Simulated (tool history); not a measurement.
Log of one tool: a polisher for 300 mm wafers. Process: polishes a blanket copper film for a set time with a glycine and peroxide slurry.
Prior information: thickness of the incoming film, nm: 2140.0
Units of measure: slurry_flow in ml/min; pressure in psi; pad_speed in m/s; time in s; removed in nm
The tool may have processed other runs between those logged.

run	hour	slurry_flow	pressure	pad_speed	time	removed
1	0.0	290	1.8	0.76	79	220.05
2	2.7	290	1.8	0.90	79	248.90
3	10.4	290	1.7	0.90	79	232.32
4	17.5	290	1.6	0.90	79	226.99
5	24.6	290	1.5	0.90	79	213.20
6	27.8	250	1.5	0.90	79	212.39
7	28.4	250	1.4	0.90	79	200.23
# hour 34.9: slurry nozzle cleaned
8	34.9	250	1.3	0.90	79	202.81

Expected results for the next run?
9	35.9	250	1.3	0.90	79	?

removed: 197.31 nm

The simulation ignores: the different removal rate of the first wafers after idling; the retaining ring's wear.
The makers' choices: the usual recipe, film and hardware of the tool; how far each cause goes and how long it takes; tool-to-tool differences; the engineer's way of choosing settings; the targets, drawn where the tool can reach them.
